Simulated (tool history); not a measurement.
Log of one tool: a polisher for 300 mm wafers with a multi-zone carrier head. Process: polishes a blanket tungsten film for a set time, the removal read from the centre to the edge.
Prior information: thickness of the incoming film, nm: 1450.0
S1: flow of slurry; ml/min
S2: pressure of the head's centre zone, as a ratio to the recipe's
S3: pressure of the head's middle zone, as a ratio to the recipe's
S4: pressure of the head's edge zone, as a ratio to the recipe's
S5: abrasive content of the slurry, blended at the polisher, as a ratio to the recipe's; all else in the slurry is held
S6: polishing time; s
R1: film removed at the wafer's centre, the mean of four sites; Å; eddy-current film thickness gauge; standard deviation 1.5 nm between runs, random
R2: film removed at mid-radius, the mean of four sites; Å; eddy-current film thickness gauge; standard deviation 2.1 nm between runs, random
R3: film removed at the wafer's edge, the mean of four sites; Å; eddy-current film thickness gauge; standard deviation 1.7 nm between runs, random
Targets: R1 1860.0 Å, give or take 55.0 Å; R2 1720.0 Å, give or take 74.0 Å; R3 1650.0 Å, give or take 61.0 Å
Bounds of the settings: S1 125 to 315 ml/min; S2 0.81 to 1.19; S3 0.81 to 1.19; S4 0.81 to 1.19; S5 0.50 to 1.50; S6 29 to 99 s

Run 1, hour 0.0: S1 205 ml/min, S2 1.00, S3 1.00, S4 1.00, S5 1.00, S6 64 s. Result: R1 2616.8 Å, R2 2510.9 Å, R3 2606.7 Å.
Run 2, hour 8.0: S1 205 ml/min, S2 1.01, S3 1.00, S4 0.97, S5 0.90, S6 60 s. Result: R1 2388.9 Å, R2 2308.0 Å, R3 2316.6 Å.
Run 3, hour 15.5: S1 205 ml/min, S2 1.06, S3 1.00, S4 0.97, S5 0.90, S6 60 s. Result: R1 2527.7 Å, R2 2343.9 Å, R3 2322.6 Å.
Run 4, hour 22.9: S1 205 ml/min, S2 1.06, S3 1.00, S4 0.97, S5 0.90, S6 71 s. Result: R1 2975.9 Å, R2 2698.6 Å, R3 2758.4 Å.
Run 5, hour 27.5: S1 205 ml/min, S2 1.06, S3 0.99, S4 0.95, S5 0.80, S6 66 s. Result: R1 2675.3 Å, R2 2471.2 Å, R3 2445.0 Å.
Run 6, hour 29.8: S1 205 ml/min, S2 1.11, S3 0.99, S4 0.95, S5 0.80, S6 66 s. Result: R1 2831.2 Å, R2 2514.7 Å, R3 2471.6 Å.
Run 7, hour 32.3: S1 205 ml/min, S2 1.10, S3 0.97, S4 0.93, S5 0.75, S6 62 s. Result: R1 2588.5 Å, R2 2310.4 Å, R3 2271.4 Å.
Run 8, hour 39.9: S1 205 ml/min, S2 1.09, S3 0.96, S4 0.92, S5 0.70, S6 59 s. Result: R1 2391.2 Å, R2 2104.6 Å, R3 2110.5 Å.
Run 9, hour 46.5: S1 205 ml/min, S2 1.08, S3 0.96, S4 0.90, S5 0.65, S6 57 s. Result: R1 2285.5 Å, R2 2007.1 Å, R3 1934.1 Å.
Run 10, hour 49.7: S1 205 ml/min, S2 1.08, S3 0.96, S4 0.90, S5 0.65, S6 57 s. Result: R1 2290.7 Å, R2 2027.0 Å, R3 1969.6 Å.
Run 11, hour 54.2: S1 200 ml/min, S2 1.06, S3 0.95, S4 0.88, S5 0.60, S6 56 s. Result: R1 2132.7 Å, R2 1916.7 Å, R3 1882.6 Å.
Run 12, hour 55.3: S1 200 ml/min, S2 1.05, S3 0.95, S4 0.87, S5 0.60, S6 55 s. Result: R1 2082.9 Å, R2 1821.5 Å, R3 1836.9 Å.
Run 13, hour 62.2: S1 195 ml/min, S2 1.04, S3 0.96, S4 0.86, S5 0.60, S6 55 s. Result: R1 2028.2 Å, R2 1863.4 Å, R3 1789.4 Å.
Run 14, hour 64.9: S1 185 ml/min, S2 1.04, S3 0.96, S4 0.85, S5 0.60, S6 55 s. Result: R1 2027.5 Å, R2 1851.1 Å, R3 1808.4 Å.
Run 15, hour 69.3: S1 190 ml/min, S2 1.03, S3 0.96, S4 0.84, S5 0.60, S6 54 s. Result: R1 1978.8 Å, R2 1785.0 Å, R3 1797.8 Å.
Run 16, hour 73.7: S1 190 ml/min, S2 1.03, S3 0.97, S4 0.84, S5 0.60, S6 53 s. Result: R1 1951.5 Å, R2 1820.1 Å, R3 1737.5 Å.
Run 17, hour 80.0: S1 185 ml/min, S2 1.03, S3 0.97, S4 0.83, S5 0.60, S6 53 s. Result: R1 1951.2 Å, R2 1829.1 Å, R3 1742.6 Å.

Pick the move, out of 4, that brings all results within their allowed miss; only one does.
Run A, hour 86.3: S1 160 ml/min, S2 1.04, S3 0.97, S4 0.82, S5 0.70, S6 50 s. Result: R1 ?, R2 ?, R3 ?.
Run B, hour 86.3: S1 195 ml/min, S2 1.01, S3 1.03, S4 0.86, S5 0.55, S6 52 s. Result: R1 ?, R2 ?, R3 ?.
Run C, hour 86.3: S1 185 ml/min, S2 1.07, S3 0.91, S4 0.93, S5 0.50, S6 56 s. Result: R1 ?, R2 ?, R3 ?.
Run D, hour 86.3: S1 190 ml/min, S2 0.93, S3 0.90, S4 0.87, S5 0.50, S6 57 s. Result: R1 ?, R2 ?, R3 ?.

move      R1      R2      R3
   A  1846.3  1718.4  1623.0
   B  1845.0  1851.8  1677.3
   C  2042.0  1745.3  1821.7
   D  1813.7  1769.8  1808.4
A: every result lands within tolerance
B: puts the biggest miss on target and leaves a different result outside tolerance
C: lands further from the targets than the last run did
D: puts the biggest miss on target and leaves a different result outside tolerance
Correct choice: A, which meets every target

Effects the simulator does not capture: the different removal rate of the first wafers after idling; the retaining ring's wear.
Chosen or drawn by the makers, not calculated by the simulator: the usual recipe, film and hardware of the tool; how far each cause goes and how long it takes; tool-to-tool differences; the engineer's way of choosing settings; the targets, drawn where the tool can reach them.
